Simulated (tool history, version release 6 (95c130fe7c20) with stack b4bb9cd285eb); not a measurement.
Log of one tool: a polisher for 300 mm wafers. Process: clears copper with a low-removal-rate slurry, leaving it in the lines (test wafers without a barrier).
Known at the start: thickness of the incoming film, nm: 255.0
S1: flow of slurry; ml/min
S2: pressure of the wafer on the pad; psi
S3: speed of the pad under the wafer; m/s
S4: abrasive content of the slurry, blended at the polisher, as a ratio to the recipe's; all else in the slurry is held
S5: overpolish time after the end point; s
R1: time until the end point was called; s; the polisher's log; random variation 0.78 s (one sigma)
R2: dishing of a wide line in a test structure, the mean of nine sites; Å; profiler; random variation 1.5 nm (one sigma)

| run | hour | S1 | S2 | S3 | S4 | S5 | R1 | R2 |
|---|---|---|---|---|---|---|---|---|
| 1 | 0 | 165 | 3.4 | 0.92 | 1 | 16 | 65.735 | 503.94 |
| 2 | 5.3 | 160 | 3.5 | 0.92 | 1 | 19 | 63.041 | 601.84 |
| 3 | 13.4 | 160 | 3.5 | 0.92 | 0.8 | 19 | 67.121 | 558.44 |
| 4 | 16.1 | 160 | 3.6 | 0.92 | 0.85 | 21 | 64.326 | 643.18 |
| 5 | 21.5 | 160 | 3.6 | 0.92 | 0.85 | 24 | 64.373 | 720.3 |
| 6 | 27.3 | 160 | 3.6 | 0.92 | 0.85 | 25 | 63.023 | 729.11 |
| 7 | 36 | 160 | 3.6 | 0.92 | 0.85 | 26 | 63.267 | 733.98 |
| 8 | 37.8 | 160 | 3.6 | 0.92 | 0.85 | 27 | 62.931 | 784.15 |

Run 9 comes next. What will it give?
| 9 | 39.7 | 160 | 3.6 | 0.92 | 0.85 | 28 | ? | ? |

Run 9 gave R1 65.06 s, R2 813.94 Å.
